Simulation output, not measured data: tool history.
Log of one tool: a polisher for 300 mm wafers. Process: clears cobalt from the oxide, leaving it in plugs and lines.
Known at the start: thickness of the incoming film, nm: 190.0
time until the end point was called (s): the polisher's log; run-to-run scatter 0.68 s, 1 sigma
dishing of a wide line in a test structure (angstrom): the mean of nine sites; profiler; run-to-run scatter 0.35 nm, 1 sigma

run    day  flow of slurry (ml/min)  pressure of the wafer on the pad (psi)  speed of the pad under the wafer (cm/s)  overpolish time after the end point (s)  time until the end point was called (s)  dishing of a wide line in a test structure (angstrom)
  1  0.000                      280                                     1.6                                      100                                        8                                   39.440                                                 240.45
  2  0.188                      280                                     1.6                                       82                                        8                                   45.782                                                 202.37
  3  0.508                      280                                     1.7                                       80                                        7                                   44.439                                                 186.34
  4  0.729                      280                                     1.8                                       78                                        6                                   43.125                                                 172.03
  5  1.008                      280                                     1.9                                       78                                        5                                   43.027                                                 155.70
  6  1.121                      280                                     2.0                                       78                                        5                                   40.981                                                 150.69

Forecast run 7:
  7  1.292                      280                                     2.1                                       78                                        5                                        ?                                                      ?

Run 7 yielded time until the end point was called (s) 37.012, dishing of a wide line in a test structure (angstrom) 167.65.
